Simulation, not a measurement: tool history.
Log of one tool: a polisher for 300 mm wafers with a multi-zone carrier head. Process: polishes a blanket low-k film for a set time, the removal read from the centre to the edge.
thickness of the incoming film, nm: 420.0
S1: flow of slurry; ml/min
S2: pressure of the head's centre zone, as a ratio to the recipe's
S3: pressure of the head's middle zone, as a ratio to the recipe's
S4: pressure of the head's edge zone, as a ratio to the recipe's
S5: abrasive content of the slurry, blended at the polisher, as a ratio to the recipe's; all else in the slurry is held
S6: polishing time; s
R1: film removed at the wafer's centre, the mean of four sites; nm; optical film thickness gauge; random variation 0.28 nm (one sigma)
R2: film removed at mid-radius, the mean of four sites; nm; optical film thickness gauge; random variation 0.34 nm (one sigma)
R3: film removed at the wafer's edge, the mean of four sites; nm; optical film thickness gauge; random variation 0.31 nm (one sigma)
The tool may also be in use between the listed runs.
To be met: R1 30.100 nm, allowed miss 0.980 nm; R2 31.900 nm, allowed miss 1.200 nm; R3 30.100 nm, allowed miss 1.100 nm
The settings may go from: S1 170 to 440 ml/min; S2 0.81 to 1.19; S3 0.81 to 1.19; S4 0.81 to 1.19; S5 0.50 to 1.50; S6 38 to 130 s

{"run": 1, "day": 0.0, "S1": 280, "S2": 1.0, "S3": 1.0, "S4": 1.0, "S5": 1.0, "S6": 84, "R1": 26.617, "R2": 26.349, "R3": 26.213}
{"run": 2, "day": 0.35, "S1": 285, "S2": 1.01, "S3": 1.03, "S4": 1.02, "S5": 1.05, "S6": 84, "R1": 27.24, "R2": 28.207, "R3": 27.51}
{"run": 3, "day": 0.375, "S1": 295, "S2": 1.02, "S3": 1.04, "S4": 1.03, "S5": 1.05, "S6": 84, "R1": 27.636, "R2": 28.397, "R3": 27.49}
{"run": 4, "day": 0.629, "S1": 295, "S2": 1.02, "S3": 1.04, "S4": 1.09, "S5": 1.05, "S6": 84, "R1": 27.86, "R2": 28.496, "R3": 28.156}
{"run": 5, "day": 0.829, "S1": 295, "S2": 1.02, "S3": 1.04, "S4": 1.09, "S5": 0.95, "S6": 84, "R1": 26.532, "R2": 27.172, "R3": 27.595}
{"run": 6, "day": 0.875, "S1": 295, "S2": 1.06, "S3": 1.04, "S4": 1.09, "S5": 0.95, "S6": 84, "R1": 28.003, "R2": 27.075, "R3": 27.322}
{"run": 7, "day": 1.25, "S1": 300, "S2": 1.06, "S3": 1.06, "S4": 1.11, "S5": 0.95, "S6": 84, "R1": 27.666, "R2": 27.593, "R3": 27.645}
{"run": 8, "day": 1.404, "S1": 305, "S2": 1.07, "S3": 1.08, "S4": 1.12, "S5": 0.95, "S6": 84, "R1": 27.907, "R2": 27.998, "R3": 27.325}
{"run": 9, "day": 1.75, "S1": 305, "S2": 1.07, "S3": 1.09, "S4": 1.13, "S5": 1.0, "S6": 84, "R1": 28.844, "R2": 29.379, "R3": 28.382}
{"run": 10, "day": 2.025, "S1": 310, "S2": 1.07, "S3": 1.1, "S4": 1.14, "S5": 1.0, "S6": 84, "R1": 28.89, "R2": 28.821, "R3": 28.117}
{"run": 11, "day": 2.271, "S1": 310, "S2": 1.06, "S3": 1.11, "S4": 1.14, "S5": 1.05, "S6": 84, "R1": 28.982, "R2": 29.468, "R3": 28.105}
{"run": 12, "day": 2.312, "S1": 310, "S2": 1.06, "S3": 1.11, "S4": 1.14, "S5": 1.05, "S6": 84, "R1": 29.063, "R2": 29.814, "R3": 29.082}
{"run": 13, "day": 2.562, "S1": 310, "S2": 1.06, "S3": 1.11, "S4": 1.14, "S5": 1.05, "S6": 84, "R1": 28.592, "R2": 29.79, "R3": 28.88}
{"run": 14, "day": 2.633, "S1": 310, "S2": 1.06, "S3": 1.12, "S4": 1.15, "S5": 1.05, "S6": 84, "R1": 28.84, "R2": 30.213, "R3": 29.089}
{"run": 15, "day": 2.904, "S1": 310, "S2": 1.06, "S3": 1.13, "S4": 1.16, "S5": 1.05, "S6": 84, "R1": 28.133, "R2": 30.751, "R3": 28.96}
{"run": 16, "day": 3.112, "S1": 310, "S2": 1.06, "S3": 1.13, "S4": 1.16, "S5": 1.05, "S6": 84, "R1": 29.069, "R2": 30.148, "R3": 29.585}
{"run": 17, "day": 3.162, "S1": 310, "S2": 1.06, "S3": 1.14, "S4": 1.16, "S5": 1.05, "S6": 84, "R1": 28.515, "R2": 30.76, "R3": 29.283}
{"run": 18, "day": 3.408, "S1": 310, "S2": 1.06, "S3": 1.14, "S4": 1.16, "S5": 1.05, "S6": 84, "R1": 29.07, "R2": 31.249, "R3": 29.131}

4 next moves are on the table. One of them brings every result within its allowed miss. Which?
{"run": "A", "day": 3.654, "S1": 340, "S2": 0.98, "S3": 1.13, "S4": 1.15, "S5": 1.05, "S6": 87, "R1": "?", "R2": "?", "R3": "?"}
{"run": "B", "day": 3.654, "S1": 365, "S2": 1.06, "S3": 1.13, "S4": 0.97, "S5": 1.2, "S6": 83, "R1": "?", "R2": "?", "R3": "?"}
{"run": "C", "day": 3.654, "S1": 365, "S2": 1.18, "S3": 1.19, "S4": 1.07, "S5": 1.2, "S6": 80, "R1": "?", "R2": "?", "R3": "?"}
{"run": "D", "day": 3.654, "S1": 325, "S2": 1.09, "S3": 1.15, "S4": 1.17, "S5": 0.8, "S6": 93, "R1": "?", "R2": "?", "R3": "?"}

move=A R1=27.936 R2=31.175 R3=30.344
move=B R1=30.163 R2=31.076 R3=27.765
move=C R1=32.401 R2=31.296 R3=28.050
move=D R1=30.638 R2=31.172 R3=30.193
A: further off than the last run
B: brings the result that was furthest off to its target, and leaves another outside
C: takes the result that was furthest off past its target
D: meets every target
The right move is D.
